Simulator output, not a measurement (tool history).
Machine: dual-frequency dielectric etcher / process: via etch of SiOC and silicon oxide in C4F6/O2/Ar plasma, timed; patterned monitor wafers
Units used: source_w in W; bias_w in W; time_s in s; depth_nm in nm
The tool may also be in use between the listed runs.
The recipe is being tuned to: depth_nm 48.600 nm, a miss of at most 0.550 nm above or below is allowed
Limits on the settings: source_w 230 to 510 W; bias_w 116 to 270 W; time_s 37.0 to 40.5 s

run,hour,source_w,bias_w,time_s,depth_nm
1,0.0,370,193,40.5,44.233
2,5.8,370,193,37.0,40.587
3,12.8,390,196,37.0,41.784
4,17.1,390,196,40.5,45.646
5,18.4,400,196,40.5,45.903
6,25.8,410,196,40.5,46.363
7,26.6,410,196,40.5,46.474
8,29.0,430,197,40.5,47.326
9,34.2,440,198,40.5,47.807

Consider the 5 candidate settings below. Which is the only one whose results all fall within their allowed miss of target?
A,39.4,450,180,40.5,?
B,39.4,420,257,38.5,?
C,39.4,470,190,39.0,?
D,39.4,460,208,40.0,?
E,39.4,470,194,39.5,?

move,depth_nm
A,47.092
B,47.725
C,46.747
D,48.615
E,47.587
A: moves away from the targets compared with the last run
B: moves away from the targets compared with the last run
C: moves away from the targets compared with the last run
D: all results in spec
E: moves away from the targets compared with the last run
The move that meets every target is D.
